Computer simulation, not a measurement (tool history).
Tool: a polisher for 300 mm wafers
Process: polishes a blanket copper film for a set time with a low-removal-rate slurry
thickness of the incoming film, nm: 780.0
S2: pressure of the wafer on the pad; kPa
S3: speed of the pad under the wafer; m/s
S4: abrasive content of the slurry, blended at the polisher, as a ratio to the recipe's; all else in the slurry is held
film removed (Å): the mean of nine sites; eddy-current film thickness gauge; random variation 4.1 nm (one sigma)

run 1 hour=0.0 | flow_of_slurry_(ml/min)=210 S2=14.5 S3=0.94 S4=1.0 polishing_time_(s)=112 | film_removed_(Å)=2576.3
run 2 hour=8.1 | flow_of_slurry_(ml/min)=210 S2=15.2 S3=0.94 S4=1.0 polishing_time_(s)=112 | film_removed_(Å)=2674.3
run 3 hour=16.7 | flow_of_slurry_(ml/min)=210 S2=13.8 S3=0.94 S4=1.0 polishing_time_(s)=112 | film_removed_(Å)=2606.7
run 4 hour=17.8 | flow_of_slurry_(ml/min)=210 S2=14.5 S3=0.96 S4=1.0 polishing_time_(s)=112 | film_removed_(Å)=2652.7
run 5 hour=23.7 | flow_of_slurry_(ml/min)=210 S2=14.5 S3=0.96 S4=1.0 polishing_time_(s)=118 | film_removed_(Å)=2801.6
run 6 hour=28.9 | flow_of_slurry_(ml/min)=210 S2=14.5 S3=0.96 S4=1.0 polishing_time_(s)=118 | film_removed_(Å)=2832.6
run 7 hour=31.5 | flow_of_slurry_(ml/min)=210 S2=15.2 S3=0.96 S4=1.0 polishing_time_(s)=118 | film_removed_(Å)=3014.0

Forecast run 8:
run 8 hour=39.6 | flow_of_slurry_(ml/min)=210 S2=15.9 S3=0.96 S4=1.0 polishing_time_(s)=118 | film_removed_(Å)=?

{"run 8": {"film removed (Å)": 3020.8}}
